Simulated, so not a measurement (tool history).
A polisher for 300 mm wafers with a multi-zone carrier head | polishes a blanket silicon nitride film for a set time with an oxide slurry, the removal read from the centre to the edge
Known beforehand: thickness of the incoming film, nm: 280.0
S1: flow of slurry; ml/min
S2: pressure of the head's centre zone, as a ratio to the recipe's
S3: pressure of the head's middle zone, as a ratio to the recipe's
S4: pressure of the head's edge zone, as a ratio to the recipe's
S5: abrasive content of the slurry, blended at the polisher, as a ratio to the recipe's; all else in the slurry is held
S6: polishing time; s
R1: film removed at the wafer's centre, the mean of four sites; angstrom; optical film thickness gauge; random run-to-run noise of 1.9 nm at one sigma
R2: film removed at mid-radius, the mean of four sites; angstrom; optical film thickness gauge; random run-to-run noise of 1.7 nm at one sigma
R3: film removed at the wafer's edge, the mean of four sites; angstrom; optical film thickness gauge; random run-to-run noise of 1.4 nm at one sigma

{"run": 1, "hour": 0.0, "S1": 235, "S2": 1.0, "S3": 1.0, "S4": 1.0, "S5": 1.0, "S6": 85, "R1": 701.17, "R2": 746.42, "R3": 764.42}
{"run": 2, "hour": 5.5, "S1": 235, "S2": 1.0, "S3": 1.0, "S4": 0.95, "S5": 1.0, "S6": 85, "R1": 708.73, "R2": 750.36, "R3": 743.37}
{"run": 3, "hour": 14.3, "S1": 235, "S2": 1.0, "S3": 1.0, "S4": 0.95, "S5": 1.2, "S6": 85, "R1": 736.24, "R2": 779.94, "R3": 751.27}
{"run": 4, "hour": 21.5, "S1": 235, "S2": 1.06, "S3": 1.0, "S4": 0.95, "S5": 1.2, "S6": 85, "R1": 809.4, "R2": 786.35, "R3": 764.6}
{"run": 5, "hour": 29.4, "S1": 235, "S2": 1.07, "S3": 1.02, "S4": 0.96, "S5": 1.25, "S6": 88, "R1": 861.56, "R2": 855.28, "R3": 821.96}
{"run": 6, "hour": 31.5, "S1": 240, "S2": 1.08, "S3": 1.04, "S4": 0.96, "S5": 1.3, "S6": 89, "R1": 880.16, "R2": 869.51, "R3": 835.68}
{"hour": 39.3, "done": "slurry nozzle cleaned"}
{"run": 7, "hour": 39.3, "S1": 240, "S2": 1.09, "S3": 1.05, "S4": 0.95, "S5": 1.3, "S6": 92, "R1": 1005.2, "R2": 969.47, "R3": 910.64}
{"run": 8, "hour": 46.5, "S1": 240, "S2": 1.14, "S3": 1.15, "S4": 1.03, "S5": 1.5, "S6": 96, "R1": 1155.9, "R2": 1152.5, "R3": 1025.1}
{"run": 9, "hour": 53.3, "S1": 240, "S2": 1.14, "S3": 1.15, "S4": 1.03, "S5": 1.5, "S6": 97, "R1": 1141.1, "R2": 1159.8, "R3": 1058.3}
{"run": 10, "hour": 58.3, "S1": 240, "S2": 1.14, "S3": 1.15, "S4": 1.03, "S5": 1.5, "S6": 98, "R1": 1177.1, "R2": 1182.4, "R3": 1040.9}

What will run 11 give?
{"run": 11, "hour": 65.0, "S1": 240, "S2": 1.14, "S3": 1.15, "S4": 1.03, "S5": 1.5, "S6": 99, "R1": "?", "R2": "?", "R3": "?"}

{"run 11": {"R1": 1164.9, "R2": 1196.5, "R3": 1048.4}}

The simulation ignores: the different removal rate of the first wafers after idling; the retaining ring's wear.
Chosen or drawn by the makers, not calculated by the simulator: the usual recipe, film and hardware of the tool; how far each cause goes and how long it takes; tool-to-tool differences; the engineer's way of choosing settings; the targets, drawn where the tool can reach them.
